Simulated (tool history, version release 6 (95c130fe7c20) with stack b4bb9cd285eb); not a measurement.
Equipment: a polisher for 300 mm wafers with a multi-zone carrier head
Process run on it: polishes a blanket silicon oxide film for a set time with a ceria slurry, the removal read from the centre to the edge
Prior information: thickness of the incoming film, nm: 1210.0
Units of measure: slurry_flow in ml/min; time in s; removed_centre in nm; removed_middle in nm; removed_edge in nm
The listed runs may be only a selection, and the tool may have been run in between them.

run,day,slurry_flow,centre_zone,middle_zone,edge_zone,time,removed_centre,removed_middle,removed_edge
1,0,130,1,1,1,55,206.92,208.07,207.52
2,0.167,130,1,1.06,1,55,205.94,213.11,211.39
3,0.362,105,1,1.06,1,55,199.43,201.8,202.35
4,0.571,115,1,1.06,1,55,202.41,208.85,205.58
5,0.621,115,1,1.03,1,55,204.18,204.58,206.11
6,0.767,115,1,1.06,1,55,203.2,207.27,209.29

What does the tool deliver on the next run?
7,0.967,110,1.04,1.06,1.04,57,?,?,?

Logged for run 7: removed_centre 214.99 nm, removed_middle 214.86 nm, removed_edge 217.59 nm.

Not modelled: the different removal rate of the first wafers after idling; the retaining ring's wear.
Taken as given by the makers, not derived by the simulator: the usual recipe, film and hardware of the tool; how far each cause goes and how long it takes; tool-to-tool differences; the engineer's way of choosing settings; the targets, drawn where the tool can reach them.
